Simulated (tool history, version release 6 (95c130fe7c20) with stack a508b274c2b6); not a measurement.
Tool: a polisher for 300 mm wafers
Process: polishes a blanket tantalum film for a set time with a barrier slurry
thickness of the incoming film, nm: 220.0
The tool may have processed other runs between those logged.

| run | hour | flow of slurry (ml/min) | pressure of the wafer on the pad (psi) | speed of the pad under the wafer (cm/s) | abrasive content of the slurry | polishing time (s) | film removed (nm) |
|---|---|---|---|---|---|---|---|
| 1 | 0.0 | 225 | 2.2 | 80 | 1.00 | 18 | 24.474 |
| 2 | 2.6 | 225 | 2.2 | 80 | 1.15 | 18 | 25.140 |
| 3 | 7.2 | 230 | 2.3 | 80 | 1.15 | 18 | 26.824 |
| 4 | 15.5 | 230 | 2.3 | 80 | 1.35 | 18 | 28.216 |
| 5 | 21.6 | 195 | 2.3 | 80 | 1.35 | 18 | 27.287 |
| 6 | 27.6 | 195 | 2.3 | 80 | 1.35 | 16 | 23.794 |
| 7 | 32.9 | 230 | 2.3 | 80 | 1.35 | 16 | 24.723 |
| 8 | 37.7 | 230 | 2.4 | 80 | 1.35 | 16 | 25.601 |
| 9 | 39.8 | 230 | 2.4 | 80 | 1.35 | 16 | 25.888 |
| 10 | 41.6 | 235 | 2.5 | 80 | 1.35 | 16 | 26.865 |
| 11 | 46.0 | 240 | 2.6 | 80 | 1.35 | 16 | 28.003 |

Forecast run 12:
| 12 | 50.4 | 245 | 2.7 | 80 | 1.35 | 16 | ? |

{"run 12": {"film removed (nm)": 29.252}}
